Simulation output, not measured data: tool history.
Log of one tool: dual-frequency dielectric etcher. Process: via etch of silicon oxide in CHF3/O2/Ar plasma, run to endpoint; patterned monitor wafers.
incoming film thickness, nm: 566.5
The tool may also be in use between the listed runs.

Run 1, day 0: source power (kW) 0.65, bias power (kW) 0.23. Result: endpoint time (s) 260.56.
Run 2, day 0.125: source power (kW) 0.74, bias power (kW) 0.23. Result: endpoint time (s) 250.48.
Run 3, day 0.367: source power (kW) 0.74, bias power (kW) 0.215. Result: endpoint time (s) 257.
Run 4, day 0.488: source power (kW) 0.69, bias power (kW) 0.211. Result: endpoint time (s) 267.11.
Run 5, day 0.546: source power (kW) 0.66, bias power (kW) 0.209. Result: endpoint time (s) 273.63.
Run 6, day 0.783: source power (kW) 0.64, bias power (kW) 0.208. Result: endpoint time (s) 276.78.
Run 7, day 0.992: source power (kW) 0.62, bias power (kW) 0.207. Result: endpoint time (s) 281.51.
Run 8, day 1.258: source power (kW) 0.61, bias power (kW) 0.206. Result: endpoint time (s) 285.54.

The next listed run, before its measurement:
Run 9, day 1.533: source power (kW) 0.6, bias power (kW) 0.206. Result: endpoint time (s) ?.

Run 9 gave endpoint time (s) 284.98.
